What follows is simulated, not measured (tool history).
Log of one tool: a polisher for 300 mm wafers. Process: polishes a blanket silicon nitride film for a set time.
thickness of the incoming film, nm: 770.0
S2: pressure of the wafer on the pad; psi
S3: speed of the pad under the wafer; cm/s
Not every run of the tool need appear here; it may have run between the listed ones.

Run 1, hour 0.0: flow of slurry (ml/min) 175, S2 3.6 psi, S3 84 cm/s, polishing time (s) 32. Result: film removed (Å) 448.61.
Run 2, hour 1.5: flow of slurry (ml/min) 175, S2 4.2 psi, S3 84 cm/s, polishing time (s) 32. Result: film removed (Å) 513.37.
Run 3, hour 9.5: flow of slurry (ml/min) 175, S2 4.2 psi, S3 84 cm/s, polishing time (s) 32. Result: film removed (Å) 510.82.
Run 4, hour 11.3: flow of slurry (ml/min) 175, S2 4.8 psi, S3 84 cm/s, polishing time (s) 32. Result: film removed (Å) 585.60.
Run 5, hour 16.6: flow of slurry (ml/min) 215, S2 4.8 psi, S3 84 cm/s, polishing time (s) 32. Result: film removed (Å) 589.88.
Run 6, hour 25.4: flow of slurry (ml/min) 185, S2 4.8 psi, S3 84 cm/s, polishing time (s) 32. Result: film removed (Å) 591.58.
Run 7, hour 31.0: flow of slurry (ml/min) 185, S2 4.2 psi, S3 84 cm/s, polishing time (s) 32. Result: film removed (Å) 515.41.

What does the tool deliver on the next run?
Run 8, hour 33.8: flow of slurry (ml/min) 185, S2 3.7 psi, S3 84 cm/s, polishing time (s) 32. Result: film removed (Å) ?.

Run 8 gave film removed (Å) 460.78.
